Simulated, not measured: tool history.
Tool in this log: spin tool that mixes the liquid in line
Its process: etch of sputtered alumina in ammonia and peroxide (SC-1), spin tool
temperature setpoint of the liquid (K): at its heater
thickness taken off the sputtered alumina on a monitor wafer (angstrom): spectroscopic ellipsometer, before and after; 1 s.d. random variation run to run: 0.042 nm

| run | hour | temperature setpoint of the liquid (K) | parts of 29 % ammonia solution to one part of 30 % peroxide (parts by volume) | time under the liquid (s) | thickness taken off the sputtered alumina on a monitor wafer (angstrom) |
|---|---|---|---|---|---|
| 1 | 0 | 320.15 | 0.45 | 100 | 34.654 |
| 2 | 7.6 | 327.15 | 0.45 | 100 | 49.979 |
| 3 | 9.8 | 327.65 | 0.45 | 100 | 51.962 |
| 4 | 14.5 | 328.15 | 0.45 | 100 | 52.561 |
| 5 | 16.7 | 328.15 | 0.45 | 80 | 43.002 |
| 6 | 20 | 329.15 | 0.45 | 80 | 45.259 |

For run 7, what comes out?
| 7 | 21.3 | 330.15 | 0.45 | 80 | ? |

Run 7 gave thickness taken off the sputtered alumina on a monitor wafer (angstrom) 48.445.
